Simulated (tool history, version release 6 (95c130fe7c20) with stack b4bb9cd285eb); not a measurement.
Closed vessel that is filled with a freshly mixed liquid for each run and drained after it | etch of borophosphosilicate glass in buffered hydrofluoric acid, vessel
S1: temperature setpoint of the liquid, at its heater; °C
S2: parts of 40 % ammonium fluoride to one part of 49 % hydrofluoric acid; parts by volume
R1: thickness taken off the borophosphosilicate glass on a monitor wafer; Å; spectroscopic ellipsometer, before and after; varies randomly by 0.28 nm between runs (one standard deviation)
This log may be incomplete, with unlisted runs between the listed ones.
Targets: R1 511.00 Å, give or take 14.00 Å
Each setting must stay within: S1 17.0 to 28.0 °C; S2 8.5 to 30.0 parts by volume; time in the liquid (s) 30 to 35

Run 1, hour 0.0: S1 20.0 °C, S2 23.0 parts by volume, time in the liquid (s) 35. Result: R1 317.92 Å.
Run 2, hour 7.2: S1 17.0 °C, S2 23.0 parts by volume, time in the liquid (s) 35. Result: R1 267.74 Å.
Run 3, hour 12.3: S1 17.0 °C, S2 26.5 parts by volume, time in the liquid (s) 35. Result: R1 245.41 Å.
Run 4, hour 20.1: S1 19.0 °C, S2 26.5 parts by volume, time in the liquid (s) 35. Result: R1 270.42 Å.
Run 5, hour 24.8: S1 17.0 °C, S2 26.5 parts by volume, time in the liquid (s) 35. Result: R1 241.62 Å.
Run 6, hour 32.5: S1 17.0 °C, S2 20.0 parts by volume, time in the liquid (s) 35. Result: R1 297.60 Å.
Run 7, hour 35.9: S1 18.5 °C, S2 20.0 parts by volume, time in the liquid (s) 35. Result: R1 323.51 Å.
Run 8, hour 37.1: S1 20.0 °C, S2 20.0 parts by volume, time in the liquid (s) 35. Result: R1 350.85 Å.
Run 9, hour 41.3: S1 21.0 °C, S2 20.0 parts by volume, time in the liquid (s) 35. Result: R1 365.94 Å.
Run 10, hour 46.3: S1 22.0 °C, S2 20.0 parts by volume, time in the liquid (s) 35. Result: R1 391.50 Å.
Run 11, hour 54.7: S1 22.5 °C, S2 20.0 parts by volume, time in the liquid (s) 35. Result: R1 406.14 Å.
Run 12, hour 57.1: S1 23.0 °C, S2 20.0 parts by volume, time in the liquid (s) 35. Result: R1 415.88 Å.
Run 13, hour 58.5: S1 23.5 °C, S2 20.0 parts by volume, time in the liquid (s) 35. Result: R1 423.79 Å.
Run 14, hour 63.3: S1 24.0 °C, S2 20.0 parts by volume, time in the liquid (s) 35. Result: R1 436.52 Å.
Run 15, hour 65.3: S1 24.5 °C, S2 20.0 parts by volume, time in the liquid (s) 35. Result: R1 450.68 Å.

Which of these 4 next moves meets every target?
Run A, hour 67.3: S1 28.0 °C, S2 23.5 parts by volume, time in the liquid (s) 35. Result: R1 ?.
Run B, hour 67.3: S1 24.5 °C, S2 16.5 parts by volume, time in the liquid (s) 30. Result: R1 ?.
Run C, hour 67.3: S1 22.5 °C, S2 13.5 parts by volume, time in the liquid (s) 30. Result: R1 ?.
Run D, hour 67.3: S1 26.0 °C, S2 17.5 parts by volume, time in the liquid (s) 30. Result: R1 ?.

move      R1
   A  482.69
   B  463.64
   C  507.10
   D  474.17
A: closes in on the targets versus the last run, not all within tolerance yet
B: closes in on the targets versus the last run, not all within tolerance yet
C: every result lands within tolerance
D: closes in on the targets versus the last run, not all within tolerance yet
C is the move that brings every result within its allowed miss.
